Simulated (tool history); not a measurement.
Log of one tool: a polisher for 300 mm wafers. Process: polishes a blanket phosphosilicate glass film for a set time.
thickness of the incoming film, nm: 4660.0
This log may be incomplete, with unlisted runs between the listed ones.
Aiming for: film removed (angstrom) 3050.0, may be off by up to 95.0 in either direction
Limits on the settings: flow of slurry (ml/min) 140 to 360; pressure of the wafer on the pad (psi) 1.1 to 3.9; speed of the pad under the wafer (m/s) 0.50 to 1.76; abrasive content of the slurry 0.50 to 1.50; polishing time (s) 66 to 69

run	day	flow of slurry (ml/min)	pressure of the wafer on the pad (psi)	speed of the pad under the wafer (m/s)	abrasive content of the slurry	polishing time (s)	film removed (angstrom)
1	0.000	230	2.5	1.12	1.00	66	3891.6
2	0.279	230	2.5	1.12	1.00	66	3900.7
3	0.421	270	2.5	1.12	1.00	66	3990.1
4	0.754	270	2.5	1.12	1.15	66	4289.4
5	1.000	265	2.2	1.12	1.15	66	3943.6
6	1.325	265	2.8	1.12	1.15	66	4405.3
7	1.538	260	2.2	1.10	1.15	66	3810.9
8	1.808	250	1.9	1.10	1.15	66	3617.4
9	1.929	250	1.7	1.10	1.15	66	3405.1

Which one of the following 5 next-run settings gets every result inside its allowed miss? There is exactly one.
A	2.050	255	1.6	1.02	1.10	69	?
B	2.050	205	2.7	0.76	1.05	66	?
C	2.050	230	1.8	1.10	1.25	68	?
D	2.050	225	1.5	1.08	1.10	66	?
E	2.050	260	1.9	0.92	1.20	66	?

move	film removed (angstrom)
A	3269.4
B	3358.2
C	3710.3
D	3104.8
E	3320.8
A: closes in on the targets versus the last run, not all within tolerance yet
B: closes in on the targets versus the last run, not all within tolerance yet
C: further off than the last run
D: every result within its allowed miss
E: closes in on the targets versus the last run, not all within tolerance yet
D is the move that brings every result within its allowed miss.
